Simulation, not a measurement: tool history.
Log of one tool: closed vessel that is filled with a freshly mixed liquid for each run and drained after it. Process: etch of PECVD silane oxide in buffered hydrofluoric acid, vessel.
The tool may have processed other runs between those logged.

run,hour,temperature setpoint of the liquid (°C),parts of 40 % ammonium fluoride to one part of 49 % hydrofluoric acid (parts by volume),time in the liquid (s),thickness taken off the PECVD silane oxide on a monitor wafer (Å)
1,0.0,22.0,10.5,90,1789.4
2,4.8,23.0,10.5,90,1889.0
3,13.4,23.0,9.0,90,2089.0
4,14.9,24.5,9.0,90,2254.8
5,21.6,24.5,9.0,90,2290.7
6,29.4,24.5,11.0,90,1924.4
7,30.9,25.0,10.5,90,2059.8
8,36.2,25.5,10.0,90,2241.4
9,37.7,26.0,10.0,90,2313.0
10,40.2,26.5,10.0,90,2381.4
11,45.5,27.0,10.0,90,2453.7
12,52.8,27.5,10.0,90,2508.2
13,58.2,28.0,10.0,90,2552.2
14,59.7,28.0,10.0,90,2555.3

Predict the results of run 15:
15,64.5,30.0,8.0,90,?

Run 15 gave thickness taken off the PECVD silane oxide on a monitor wafer (Å) 3465.2.
